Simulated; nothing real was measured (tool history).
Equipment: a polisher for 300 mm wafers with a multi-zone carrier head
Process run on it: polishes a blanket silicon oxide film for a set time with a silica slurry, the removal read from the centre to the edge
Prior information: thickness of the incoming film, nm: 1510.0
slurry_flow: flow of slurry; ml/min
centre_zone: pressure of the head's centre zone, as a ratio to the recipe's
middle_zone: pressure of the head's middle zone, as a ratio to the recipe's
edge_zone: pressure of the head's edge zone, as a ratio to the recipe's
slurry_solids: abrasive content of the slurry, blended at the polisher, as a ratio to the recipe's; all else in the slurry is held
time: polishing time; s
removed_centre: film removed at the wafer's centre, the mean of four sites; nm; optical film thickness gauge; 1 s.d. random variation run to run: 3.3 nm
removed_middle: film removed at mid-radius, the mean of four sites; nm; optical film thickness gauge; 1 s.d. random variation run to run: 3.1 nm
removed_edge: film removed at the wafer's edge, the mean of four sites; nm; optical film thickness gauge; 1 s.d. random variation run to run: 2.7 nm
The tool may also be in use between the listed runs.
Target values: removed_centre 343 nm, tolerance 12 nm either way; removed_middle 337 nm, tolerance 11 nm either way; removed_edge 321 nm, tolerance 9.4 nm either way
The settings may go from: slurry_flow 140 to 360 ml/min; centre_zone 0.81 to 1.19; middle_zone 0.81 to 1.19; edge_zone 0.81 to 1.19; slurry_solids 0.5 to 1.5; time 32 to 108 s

run  hour  slurry_flow  centre_zone  middle_zone  edge_zone  slurry_solids  time  removed_centre  removed_middle  removed_edge
  1     0          230            1            1          1              1    70          272.43          272.71        268.07
  2   6.6          230            1            1       1.07              1    70          272.17          276.71        277.79
  3   9.9          230            1         0.94       1.07              1    70          269.59          260.45         283.8
  4  13.6          245         1.03         0.98        1.1           1.05    70          293.76          278.54        290.11
  5    18          255         1.03         1.01       1.12            1.1    70          299.31          297.47        309.22
  6  25.6          270         1.05         1.04       1.12            1.1    70          304.38          309.61         306.9
  7  32.2          280         1.08         1.05       1.13            1.1    70          318.28          303.54        307.89
  8  36.7          285         1.09         1.08       1.13            1.1    70          323.13          317.26        308.51
  9  43.5          295          1.1         1.09       1.14            1.1    70          324.68          317.57        309.63
 10  51.9          300         1.11          1.1       1.15            1.1    70           330.5          325.52        316.99
 11  57.7          305         1.12         1.11       1.15            1.1    70          336.61          322.18        310.27
 12  65.7          310         1.12         1.12       1.16            1.1    70          338.15          330.42        319.39

Below are 5 possible settings for the next run. Only one of them brings all results inside the allowed miss of their targets. Which is it?
  A  73.7          305         1.12         1.15       1.15            1.1    72               ?               ?             ?
  B  73.7          280         1.11         1.18       1.04           1.25    65               ?               ?             ?
  C  73.7          310         1.09         1.04       1.17           0.95    78               ?               ?             ?
  D  73.7          315         1.11         1.03       1.16           1.05    73               ?               ?             ?
  E  73.7          335         1.06         1.12       1.12            1.1    70               ?               ?             ?

move  removed_centre  removed_middle  removed_edge
   A          340.33          344.16        317.55
   B           323.8          336.92         294.6
   C          325.85           315.6        314.92
   D          333.15          314.63        314.99
   E          316.06           331.4         307.9
A: hits every target within its allowed miss
B: the furthest-off result lands on target, but another misses its tolerance
C: lands further from the targets than the last run did
D: lands further from the targets than the last run did
E: the furthest-off result lands on target, but another misses its tolerance
So the answer is move A, the one that meets all the targets.
